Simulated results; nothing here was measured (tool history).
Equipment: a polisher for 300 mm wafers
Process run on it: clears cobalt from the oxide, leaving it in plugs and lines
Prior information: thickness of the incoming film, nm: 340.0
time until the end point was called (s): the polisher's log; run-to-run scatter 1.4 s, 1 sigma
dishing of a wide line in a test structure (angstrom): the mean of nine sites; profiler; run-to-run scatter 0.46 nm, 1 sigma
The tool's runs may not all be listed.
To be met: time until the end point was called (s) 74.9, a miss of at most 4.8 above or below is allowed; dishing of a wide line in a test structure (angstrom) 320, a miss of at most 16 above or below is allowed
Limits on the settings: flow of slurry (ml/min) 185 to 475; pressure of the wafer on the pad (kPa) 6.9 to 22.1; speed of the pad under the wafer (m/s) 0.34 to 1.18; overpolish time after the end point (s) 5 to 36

| run | hour | flow of slurry (ml/min) | pressure of the wafer on the pad (kPa) | speed of the pad under the wafer (m/s) | overpolish time after the end point (s) | time until the end point was called (s) | dishing of a wide line in a test structure (angstrom) |
|---|---|---|---|---|---|---|---|
| 1 | 0 | 305 | 14.5 | 0.76 | 18 | 89.043 | 412.24 |
| 2 | 7.1 | 305 | 15.2 | 0.76 | 16 | 85.161 | 390.78 |
| 3 | 8.6 | 305 | 15.9 | 0.76 | 15 | 81.008 | 382.23 |
| 4 | 13.5 | 305 | 15.9 | 0.92 | 15 | 72.659 | 412.99 |
| 5 | 17.4 | 305 | 15.9 | 0.9 | 14 | 73.869 | 381.64 |
| 6 | 22.1 | 305 | 15.9 | 1.08 | 14 | 65.242 | 415.92 |
| 7 | 31.1 | 305 | 15.9 | 1.08 | 14 | 64.633 | 410.51 |
| 8 | 33.2 | 305 | 15.9 | 1.08 | 13 | 67.745 | 401.3 |
| 9 | 39.7 | 305 | 15.2 | 1.08 | 5 | 68.418 | 214.92 |
| 10 | 42.3 | 305 | 15.2 | 1.06 | 6 | 67.474 | 233.18 |
| 11 | 49.1 | 305 | 15.2 | 1.04 | 7 | 70.337 | 267.35 |
| 12 | 55.1 | 305 | 15.2 | 1.04 | 8 | 70.354 | 280.46 |

Which one of the following 5 next-run settings gets every result inside its allowed miss? There is exactly one.
| A | 61.1 | 330 | 13.8 | 1.06 | 7 | ? | ? |
| B | 61.1 | 310 | 13.8 | 1.06 | 10 | ? | ? |
| C | 61.1 | 285 | 14.5 | 1 | 13 | ? | ? |
| D | 61.1 | 350 | 17.9 | 1.06 | 5 | ? | ? |
| E | 61.1 | 295 | 13.1 | 0.96 | 10 | ? | ? |

| move | time until the end point was called (s) | dishing of a wide line in a test structure (angstrom) |
|---|---|---|
| A | 73.239 | 255.2 |
| B | 73.66 | 324.13 |
| C | 73.705 | 378.07 |
| D | 56.464 | 241.01 |
| E | 83.153 | 299.8 |
A: its largest miss is bigger than the last run's
B: each result inside its tolerance
C: takes the result that was furthest off past its target
D: its largest miss is bigger than the last run's
E: better than the last run, though not everything is in spec
B is the move that brings every result within its allowed miss.
